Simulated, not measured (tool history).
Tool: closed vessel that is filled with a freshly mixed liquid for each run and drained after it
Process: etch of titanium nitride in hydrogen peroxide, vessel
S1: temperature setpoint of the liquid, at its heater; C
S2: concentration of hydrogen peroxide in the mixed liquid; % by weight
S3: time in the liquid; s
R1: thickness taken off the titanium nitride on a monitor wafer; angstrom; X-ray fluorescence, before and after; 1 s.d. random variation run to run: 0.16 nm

run  hour    S1    S2   S3      R1
  1     0    57    20  360  305.67
  2   2.4    57  17.5  360  293.21
  3  10.7    57  17.5  360  294.29
  4  13.1    57  17.5  290  236.03
  5  21.5  56.5  17.5  290   226.3
  6    28    62  17.5  290  334.77
  7  36.5    54  17.5  290  189.23
  8  39.5    54  17.5  290  192.76

For run 9, what comes out?
  9  42.4  54.5  17.5  290   ?

R1: 198.92 angstrom
